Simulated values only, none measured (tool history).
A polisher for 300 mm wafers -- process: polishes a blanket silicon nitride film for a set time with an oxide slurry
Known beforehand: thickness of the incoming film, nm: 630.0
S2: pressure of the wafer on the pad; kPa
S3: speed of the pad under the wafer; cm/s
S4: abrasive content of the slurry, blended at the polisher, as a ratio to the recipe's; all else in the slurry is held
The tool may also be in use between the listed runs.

Run 1, day 0: flow of slurry (ml/min) 265, S2 29 kPa, S3 102 cm/s, S4 1, polishing time (s) 20. Result: film removed (angstrom) 131.02.
Run 2, day 0.2: flow of slurry (ml/min) 265, S2 29 kPa, S3 90 cm/s, S4 1, polishing time (s) 20. Result: film removed (angstrom) 122.62.
Run 3, day 0.467: flow of slurry (ml/min) 265, S2 31.7 kPa, S3 92 cm/s, S4 1, polishing time (s) 20. Result: film removed (angstrom) 131.89.
Run 4, day 0.562: flow of slurry (ml/min) 265, S2 31.7 kPa, S3 92 cm/s, S4 1, polishing time (s) 20. Result: film removed (angstrom) 132.75.
Run 5, day 0.775: flow of slurry (ml/min) 265, S2 31.7 kPa, S3 92 cm/s, S4 1, polishing time (s) 20. Result: film removed (angstrom) 131.51.
Run 6, day 1.104: flow of slurry (ml/min) 265, S2 34.5 kPa, S3 94 cm/s, S4 1, polishing time (s) 20. Result: film removed (angstrom) 143.09.
Run 7, day 1.425: flow of slurry (ml/min) 265, S2 42.7 kPa, S3 98 cm/s, S4 1, polishing time (s) 20. Result: film removed (angstrom) 170.81.
Run 8, day 1.7: flow of slurry (ml/min) 265, S2 43.4 kPa, S3 100 cm/s, S4 1, polishing time (s) 20. Result: film removed (angstrom) 178.95.

The next listed run, before its measurement:
Run 9, day 1.946: flow of slurry (ml/min) 265, S2 44.1 kPa, S3 102 cm/s, S4 1, polishing time (s) 20. Result: film removed (angstrom) ?.

film removed (angstrom): 181
